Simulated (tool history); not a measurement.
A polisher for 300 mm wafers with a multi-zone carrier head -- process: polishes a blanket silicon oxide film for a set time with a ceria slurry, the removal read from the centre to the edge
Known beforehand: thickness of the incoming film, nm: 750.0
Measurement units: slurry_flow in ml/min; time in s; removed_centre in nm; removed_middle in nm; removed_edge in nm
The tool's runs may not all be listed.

{"run": 1, "hour": 0.0, "slurry_flow": 230, "centre_zone": 1, "middle_zone": 1, "edge_zone": 1, "time": 61, "removed_centre": 243.89, "removed_middle": 249.83, "removed_edge": 247.38}
{"run": 2, "hour": 3.9, "slurry_flow": 230, "centre_zone": 1, "middle_zone": 1, "edge_zone": 1, "time": 48, "removed_centre": 190.98, "removed_middle": 193.57, "removed_edge": 195.67}
{"run": 3, "hour": 10.6, "slurry_flow": 230, "centre_zone": 1, "middle_zone": 0.94, "edge_zone": 1, "time": 48, "removed_centre": 190.16, "removed_middle": 184.06, "removed_edge": 194.18}
{"run": 4, "hour": 13.3, "slurry_flow": 235, "centre_zone": 1.01, "middle_zone": 0.95, "edge_zone": 1.02, "time": 51, "removed_centre": 208.78, "removed_middle": 198.49, "removed_edge": 208.89}
{"run": 5, "hour": 17.3, "slurry_flow": 235, "centre_zone": 1.01, "middle_zone": 0.95, "edge_zone": 1.1, "time": 51, "removed_centre": 205.42, "removed_middle": 201.28, "removed_edge": 211}
{"run": 6, "hour": 22.3, "slurry_flow": 235, "centre_zone": 0.92, "middle_zone": 0.95, "edge_zone": 1.1, "time": 51, "removed_centre": 185.28, "removed_middle": 201.77, "removed_edge": 212.5}
{"run": 7, "hour": 27.5, "slurry_flow": 235, "centre_zone": 0.93, "middle_zone": 0.95, "edge_zone": 1.11, "time": 54, "removed_centre": 204.11, "removed_middle": 209.43, "removed_edge": 230.26}
{"run": 8, "hour": 31.1, "slurry_flow": 285, "centre_zone": 1.03, "middle_zone": 1.05, "edge_zone": 1.19, "time": 71, "removed_centre": 295.88, "removed_middle": 304.49, "removed_edge": 313.46}

Run 9 is up next; what results do you expect?
{"run": 9, "hour": 39.3, "slurry_flow": 285, "centre_zone": 1.04, "middle_zone": 1.05, "edge_zone": 1.19, "time": 72, "removed_centre": "?", "removed_middle": "?", "removed_edge": "?"}

removed_centre: 305.9 nm
removed_middle: 309.08 nm
removed_edge: 318.69 nm

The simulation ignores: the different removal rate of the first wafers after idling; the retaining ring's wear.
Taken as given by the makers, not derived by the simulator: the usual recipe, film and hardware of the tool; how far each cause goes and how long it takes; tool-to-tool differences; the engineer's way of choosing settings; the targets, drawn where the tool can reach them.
